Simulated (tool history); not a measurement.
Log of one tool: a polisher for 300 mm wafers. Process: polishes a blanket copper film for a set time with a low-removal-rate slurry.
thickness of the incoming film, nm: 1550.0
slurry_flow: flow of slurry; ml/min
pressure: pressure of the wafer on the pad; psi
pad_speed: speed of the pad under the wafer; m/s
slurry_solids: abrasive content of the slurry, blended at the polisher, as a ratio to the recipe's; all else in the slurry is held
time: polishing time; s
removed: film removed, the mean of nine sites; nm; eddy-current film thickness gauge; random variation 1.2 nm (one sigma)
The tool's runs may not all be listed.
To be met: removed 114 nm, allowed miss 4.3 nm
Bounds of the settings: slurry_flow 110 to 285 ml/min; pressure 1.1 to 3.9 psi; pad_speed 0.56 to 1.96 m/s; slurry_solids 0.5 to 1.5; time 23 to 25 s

run 1 hour=0 | slurry_flow=180 pressure=2.5 pad_speed=1.26 slurry_solids=1 time=25 | removed=72.037
run 2 hour=9 | slurry_flow=180 pressure=2.5 pad_speed=1.26 slurry_solids=1.1 time=25 | removed=72.438
run 3 hour=10.6 | slurry_flow=180 pressure=2.5 pad_speed=1.26 slurry_solids=1.3 time=25 | removed=74.181
run 4 hour=15.3 | slurry_flow=180 pressure=2.9 pad_speed=1.26 slurry_solids=1.3 time=25 | removed=81.856
run 5 hour=20.2 | slurry_flow=180 pressure=3.2 pad_speed=1.26 slurry_solids=1.3 time=25 | removed=91.003
run 6 hour=26.5 | slurry_flow=180 pressure=3.2 pad_speed=1.26 slurry_solids=1.3 time=23 | removed=83.321
run 7 hour=31.9 | slurry_flow=195 pressure=3.9 pad_speed=1.3 slurry_solids=1.3 time=23 | removed=104.03
run 8 hour=37.8 | slurry_flow=195 pressure=3.9 pad_speed=1.34 slurry_solids=1.3 time=23 | removed=105.77

4 next moves are on the table. One of them brings every result within its allowed miss. Which?
run A hour=43.7 | slurry_flow=180 pressure=3.6 pad_speed=1.42 slurry_solids=1.3 time=25 | removed=?
run B hour=43.7 | slurry_flow=195 pressure=3.3 pad_speed=1.5 slurry_solids=1.35 time=23 | removed=?
run C hour=43.7 | slurry_flow=280 pressure=3.8 pad_speed=1.24 slurry_solids=1.45 time=23 | removed=?
run D hour=43.7 | slurry_flow=190 pressure=3.9 pad_speed=1.26 slurry_solids=1.2 time=24 | removed=?

move=A removed=112.06
move=B removed=101.83
move=C removed=103.86
move=D removed=104.09
A: meets every target
B: further off than the last run
C: further off than the last run
D: further off than the last run
Move A is the one to make.
